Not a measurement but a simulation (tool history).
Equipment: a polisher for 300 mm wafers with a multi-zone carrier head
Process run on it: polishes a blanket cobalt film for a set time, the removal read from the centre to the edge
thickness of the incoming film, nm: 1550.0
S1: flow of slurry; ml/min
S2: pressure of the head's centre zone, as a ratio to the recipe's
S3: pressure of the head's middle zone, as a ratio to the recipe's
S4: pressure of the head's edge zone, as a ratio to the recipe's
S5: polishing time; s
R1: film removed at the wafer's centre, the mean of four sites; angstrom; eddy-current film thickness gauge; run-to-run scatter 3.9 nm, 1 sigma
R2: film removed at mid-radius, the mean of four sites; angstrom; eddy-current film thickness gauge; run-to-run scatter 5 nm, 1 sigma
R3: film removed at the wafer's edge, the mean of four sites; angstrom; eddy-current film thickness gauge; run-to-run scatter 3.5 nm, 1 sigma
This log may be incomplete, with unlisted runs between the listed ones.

Run 1, hour 0.0: S1 265 ml/min, S2 1.00, S3 1.00, S4 1.00, S5 58 s. Result: R1 3967.6 angstrom, R2 3773.9 angstrom, R3 3794.5 angstrom.
Run 2, hour 7.4: S1 265 ml/min, S2 1.00, S3 1.00, S4 0.95, S5 58 s. Result: R1 4069.5 angstrom, R2 3908.2 angstrom, R3 3750.5 angstrom.
Run 3, hour 9.7: S1 265 ml/min, S2 0.97, S3 1.01, S4 0.94, S5 56 s. Result: R1 3776.2 angstrom, R2 3805.6 angstrom, R3 3610.8 angstrom.
Run 4, hour 15.9: S1 265 ml/min, S2 0.97, S3 1.01, S4 0.94, S5 47 s. Result: R1 3040.5 angstrom, R2 3241.8 angstrom, R3 3063.5 angstrom.
Run 5, hour 18.6: S1 265 ml/min, S2 1.04, S3 1.01, S4 0.94, S5 47 s. Result: R1 3271.3 angstrom, R2 3186.7 angstrom, R3 2982.1 angstrom.
Run 6, hour 24.2: S1 265 ml/min, S2 1.04, S3 0.95, S4 0.94, S5 47 s. Result: R1 3332.1 angstrom, R2 3040.2 angstrom, R3 3086.0 angstrom.

The next listed run, before its measurement:
Run 7, hour 29.6: S1 275 ml/min, S2 0.94, S3 1.05, S4 0.99, S5 51 s. Result: R1 ?, R2 ?, R3 ?.

R1: 3279.9 angstrom
R2: 3518.7 angstrom
R3: 3360.3 angstrom

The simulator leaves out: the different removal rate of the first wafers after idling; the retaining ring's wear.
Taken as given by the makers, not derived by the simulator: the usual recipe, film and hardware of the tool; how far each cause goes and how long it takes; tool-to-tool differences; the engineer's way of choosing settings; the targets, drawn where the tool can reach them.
